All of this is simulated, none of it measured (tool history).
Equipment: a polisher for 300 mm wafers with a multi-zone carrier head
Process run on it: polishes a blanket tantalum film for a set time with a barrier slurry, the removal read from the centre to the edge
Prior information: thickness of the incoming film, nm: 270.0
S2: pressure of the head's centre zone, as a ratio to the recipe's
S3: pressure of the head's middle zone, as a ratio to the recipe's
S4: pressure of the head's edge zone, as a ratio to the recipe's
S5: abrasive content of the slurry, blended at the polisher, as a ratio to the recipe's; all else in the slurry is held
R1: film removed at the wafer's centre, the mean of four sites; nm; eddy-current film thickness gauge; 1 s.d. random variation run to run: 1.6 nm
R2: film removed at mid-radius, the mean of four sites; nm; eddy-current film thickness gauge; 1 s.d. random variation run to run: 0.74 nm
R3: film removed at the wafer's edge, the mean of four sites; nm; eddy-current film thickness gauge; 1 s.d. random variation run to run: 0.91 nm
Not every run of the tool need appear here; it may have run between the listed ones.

run 1 hour=0.0 | flow_of_slurry_(ml/min)=150 S2=1.00 S3=1.00 S4=1.00 S5=1.00 polishing_time_(s)=61 | R1=93.124 R2=94.135 R3=91.493
run 2 hour=1.9 | flow_of_slurry_(ml/min)=150 S2=1.00 S3=1.00 S4=1.00 S5=1.20 polishing_time_(s)=61 | R1=97.566 R2=100.090 R3=98.668
run 3 hour=9.0 | flow_of_slurry_(ml/min)=150 S2=1.00 S3=1.00 S4=1.00 S5=1.05 polishing_time_(s)=61 | R1=93.460 R2=95.701 R3=93.930
run 4 hour=13.1 | flow_of_slurry_(ml/min)=150 S2=1.00 S3=1.07 S4=1.00 S5=1.05 polishing_time_(s)=61 | R1=92.884 R2=100.360 R3=93.832
run 5 hour=19.0 | flow_of_slurry_(ml/min)=165 S2=1.00 S3=1.07 S4=1.00 S5=1.05 polishing_time_(s)=61 | R1=95.921 R2=103.340 R3=95.103
run 6 hour=23.9 | flow_of_slurry_(ml/min)=165 S2=1.00 S3=1.07 S4=1.00 S5=1.15 polishing_time_(s)=61 | R1=97.308 R2=106.840 R3=97.736
run 7 hour=30.3 | flow_of_slurry_(ml/min)=165 S2=1.00 S3=1.06 S4=1.02 S5=1.20 polishing_time_(s)=61 | R1=99.962 R2=106.370 R3=99.403
run 8 hour=35.0 | flow_of_slurry_(ml/min)=165 S2=0.99 S3=1.05 S4=1.04 S5=1.25 polishing_time_(s)=62 | R1=102.290 R2=108.240 R3=105.090
run 9 hour=40.2 | flow_of_slurry_(ml/min)=170 S2=0.98 S3=1.05 S4=1.06 S5=1.30 polishing_time_(s)=62 | R1=101.010 R2=109.550 R3=106.410
run 10 hour=48.8 | flow_of_slurry_(ml/min)=170 S2=0.98 S3=1.05 S4=1.07 S5=1.30 polishing_time_(s)=63 | R1=102.920 R2=112.580 R3=109.100
run 11 hour=54.6 | flow_of_slurry_(ml/min)=170 S2=0.98 S3=1.04 S4=1.08 S5=1.30 polishing_time_(s)=63 | R1=105.230 R2=110.690 R3=108.300
run 12 hour=58.3 | flow_of_slurry_(ml/min)=170 S2=0.97 S3=1.03 S4=1.09 S5=1.30 polishing_time_(s)=64 | R1=104.420 R2=112.820 R3=112.030
run 13 hour=60.9 | flow_of_slurry_(ml/min)=175 S2=0.96 S3=1.02 S4=1.10 S5=1.30 polishing_time_(s)=64 | R1=104.930 R2=112.990 R3=111.740

Estimate the outcome of run 14 from the log above:
run 14 hour=63.2 | flow_of_slurry_(ml/min)=175 S2=0.95 S3=1.01 S4=1.11 S5=1.30 polishing_time_(s)=64 | R1=? R2=? R3=?

Run 14 came out at R1 103.360 nm, R2 111.210 nm, R3 114.580 nm.

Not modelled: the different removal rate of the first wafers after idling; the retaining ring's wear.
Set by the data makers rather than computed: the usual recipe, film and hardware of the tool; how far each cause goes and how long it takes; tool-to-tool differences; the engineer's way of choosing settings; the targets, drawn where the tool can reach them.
